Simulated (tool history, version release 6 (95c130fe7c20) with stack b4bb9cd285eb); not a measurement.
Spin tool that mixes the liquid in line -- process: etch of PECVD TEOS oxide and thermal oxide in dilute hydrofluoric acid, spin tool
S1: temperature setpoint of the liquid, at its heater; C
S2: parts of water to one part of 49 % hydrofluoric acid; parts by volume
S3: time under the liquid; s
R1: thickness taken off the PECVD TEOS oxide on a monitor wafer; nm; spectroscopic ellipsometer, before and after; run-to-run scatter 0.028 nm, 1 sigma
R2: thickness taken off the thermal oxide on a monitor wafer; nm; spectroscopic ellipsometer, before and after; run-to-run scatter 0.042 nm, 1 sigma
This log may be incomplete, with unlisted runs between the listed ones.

run 1 hour=0 | S1=23 S2=180 S3=45 | R1=4.9004 R2=0.9213
run 2 hour=8.4 | S1=23 S2=180 S3=30 | R1=3.2355 R2=0.59897
run 3 hour=11.5 | S1=23 S2=180 S3=20 | R1=2.1689 R2=0.3887
run 4 hour=18 | S1=25 S2=180 S3=20 | R1=2.3105 R2=0.46795
run 5 hour=25.5 | S1=21.5 S2=180 S3=20 | R1=2.0496 R2=0.38012
run 6 hour=31.6 | S1=22.5 S2=165 S3=20 | R1=2.3549 R2=0.45906
run 7 hour=40.6 | S1=23 S2=150 S3=20 | R1=2.665 R2=0.51337
run 8 hour=46.8 | S1=24 S2=140 S3=20 | R1=3.0225 R2=0.59094
run 9 hour=55.5 | S1=28 S2=70 S3=20 | R1=7.6794 R2=1.6263
run 10 hour=59.9 | S1=27.5 S2=70 S3=20 | R1=7.5422 R2=1.463
run 11 hour=61.6 | S1=27 S2=70 S3=20 | R1=7.4559 R2=1.4042
run 12 hour=64.5 | S1=23 S2=75 S3=20 | R1=5.9044 R2=1.1669

Run 13, settings as shown, results not yet in. Your forecast:
run 13 hour=65.4 | S1=24 S2=75 S3=20 | R1=? R2=?

R1: 6.121 nm
R2: 1.2072 nm

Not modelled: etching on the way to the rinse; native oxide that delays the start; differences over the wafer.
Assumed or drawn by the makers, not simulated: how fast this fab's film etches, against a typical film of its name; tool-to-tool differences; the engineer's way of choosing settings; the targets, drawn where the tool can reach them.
